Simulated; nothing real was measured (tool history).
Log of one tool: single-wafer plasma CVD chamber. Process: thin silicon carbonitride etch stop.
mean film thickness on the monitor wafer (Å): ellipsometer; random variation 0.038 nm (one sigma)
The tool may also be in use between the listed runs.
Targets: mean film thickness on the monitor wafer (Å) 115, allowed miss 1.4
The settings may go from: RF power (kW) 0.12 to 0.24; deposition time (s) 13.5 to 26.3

run,hour,RF power (kW),deposition time (s),mean film thickness on the monitor wafer (Å)
1,0,0.18,19.9,105.18
2,1.6,0.18,17.1,90.462
3,8.5,0.19,17.1,92.494
4,11.8,0.165,17.1,87.331
5,18.4,0.165,18.3,94.013
6,21.7,0.175,18.6,97.005
7,26.3,0.185,18.8,100.41
8,28.4,0.195,18.9,103.39
9,30.4,0.205,18.9,104.94
10,37.5,0.21,19,106.67

4 next moves are on the table. One of them brings every result within its allowed miss. Which?
A,44.6,0.22,16.9,?
B,44.6,0.22,18.3,?
C,44.6,0.225,16.9,?
D,44.6,0.21,20.4,?

move,mean film thickness on the monitor wafer (Å)
A,96.997
B,105.03
C,97.811
D,115.06
A: further off than the last run
B: further off than the last run
C: further off than the last run
D: meets every target
Answer: D

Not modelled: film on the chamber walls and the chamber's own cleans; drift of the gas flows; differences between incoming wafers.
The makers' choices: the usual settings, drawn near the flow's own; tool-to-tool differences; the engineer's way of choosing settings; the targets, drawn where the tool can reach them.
